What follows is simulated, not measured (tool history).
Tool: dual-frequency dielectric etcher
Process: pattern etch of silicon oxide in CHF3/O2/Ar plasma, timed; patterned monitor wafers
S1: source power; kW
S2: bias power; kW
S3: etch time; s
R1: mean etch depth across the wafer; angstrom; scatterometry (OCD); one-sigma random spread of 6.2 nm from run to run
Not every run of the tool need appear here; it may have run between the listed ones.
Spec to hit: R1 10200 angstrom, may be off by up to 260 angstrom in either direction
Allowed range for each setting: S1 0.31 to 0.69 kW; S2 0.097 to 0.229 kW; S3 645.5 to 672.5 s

run    day    S1     S2     S3     R1
  1      0   0.5  0.163  645.5  11556
  2   0.15   0.5  0.163  672.5  11879
  3  0.279  0.47  0.159  671.5  11763
  4  0.571  0.47  0.131  671.5  11194
     0.762  -- bias power generator calibrated
  5  0.762  0.47  0.111  671.5  10775
  6  0.808  0.47  0.111  672.5  10726
  7  1.146  0.46  0.109    672  10594
  8  1.354  0.46  0.109    672  10616
  9  1.417  0.45  0.108  671.5  10499

4 candidate next runs follow, results not yet known. Just one meets every target within its allowed miss. Identify it.
  A  1.479  0.38  0.124  657.5   ?
  B  1.479  0.62  0.097  645.5   ?
  C  1.479   0.5  0.119  668.5   ?
  D  1.479  0.46   0.13  672.5   ?

move     R1
   A  10062
   B  10852
   C  11013
   D  11044
A: in spec on every target
B: moves away from the targets compared with the last run
C: moves away from the targets compared with the last run
D: moves away from the targets compared with the last run
Go with A: it meets all targets.

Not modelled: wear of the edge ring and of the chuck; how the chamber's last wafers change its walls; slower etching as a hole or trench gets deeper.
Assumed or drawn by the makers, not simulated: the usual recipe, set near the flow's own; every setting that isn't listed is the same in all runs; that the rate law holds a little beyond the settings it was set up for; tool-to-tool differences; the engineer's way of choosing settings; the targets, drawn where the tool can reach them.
